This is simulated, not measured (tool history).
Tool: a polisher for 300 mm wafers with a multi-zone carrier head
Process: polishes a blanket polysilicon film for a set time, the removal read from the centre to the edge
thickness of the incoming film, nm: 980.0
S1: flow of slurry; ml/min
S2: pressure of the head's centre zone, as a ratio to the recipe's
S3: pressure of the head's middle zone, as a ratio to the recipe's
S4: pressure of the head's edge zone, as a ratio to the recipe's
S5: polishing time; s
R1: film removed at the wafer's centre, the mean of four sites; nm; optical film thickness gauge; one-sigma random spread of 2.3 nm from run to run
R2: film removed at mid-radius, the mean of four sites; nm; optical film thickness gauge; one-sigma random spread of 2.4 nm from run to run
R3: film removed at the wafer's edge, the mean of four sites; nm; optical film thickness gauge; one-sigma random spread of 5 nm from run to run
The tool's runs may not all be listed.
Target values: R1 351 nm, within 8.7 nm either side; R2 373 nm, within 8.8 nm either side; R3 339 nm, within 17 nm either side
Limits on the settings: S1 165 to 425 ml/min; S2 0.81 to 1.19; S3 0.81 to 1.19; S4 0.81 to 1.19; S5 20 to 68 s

run    day   S1    S2    S3    S4  S5      R1      R2      R3
  1      0  275     1     1     1  44  244.29  262.53  274.53
  2  0.075  285  1.02  1.02  1.01  45  254.64  276.86  274.85
  3  0.238  285  1.02  1.02  0.94  45  252.84  271.13  267.45
  4  0.333  285  1.03  1.03  0.96  46  263.79   280.7  282.52
  5  0.479  285  1.03  1.03  0.96  55  312.16   342.4   341.1
  6  0.796  350  1.03  1.03  0.96  55  319.84  344.56  337.11
     0.917  -- centre zone pressure recalibrated
  7  0.917  350  1.04  1.04  0.96  55  364.72  345.19   350.4
  8  1.062  345  1.04  1.05  0.95  55  366.22   349.2  339.78
  9  1.271  335  1.04  1.06  0.95  55  366.37  350.66  342.24
 10  1.404  320  1.03  1.07  0.94  55  358.59  347.69  333.99
 11  1.583  305  1.02  1.08  0.94  55  349.79  351.52  335.92
 12  1.812  295  1.02  1.09  0.94  55  352.92  355.28   325.8
 13  1.908  290  1.02  1.09  0.95  55  353.11  355.39  326.44
 14   2.25  290  1.02  1.09  0.95  55  347.59  354.35  332.39
 15  2.454  285  1.02   1.1  0.95  55  350.85  354.42  332.84
 16  2.792  280  1.02  1.11  0.95  55  344.81  355.12  333.45
 17  3.096  280  1.02  1.12  0.95  55  346.29  357.91  331.31
 18  3.142  280  1.02  1.13  0.95  55  350.56  362.61  340.99
 19  3.375  275  1.02  1.14  0.95  55  346.23  364.63  343.15

Of the 4 settings listed for the next run, only one would bring every result within its allowed miss of target. Which one?
  A  3.608  235  1.04  1.18  0.98  56   ?   ?   ?
  B  3.608  305  1.05   1.1  0.91  55   ?   ?   ?
  C  3.608  245  1.04  1.18  0.98  53   ?   ?   ?
  D  3.608  200  1.05  1.09  0.99  58   ?   ?   ?

move      R1      R2      R3
   A  355.32  375.49  348.27
   B  363.93  360.21  338.55
   C  338.27  357.26  330.93
   D  362.05     358  356.66
A: each result inside its tolerance
B: further off than the last run
C: further off than the last run
D: further off than the last run
Answer: A
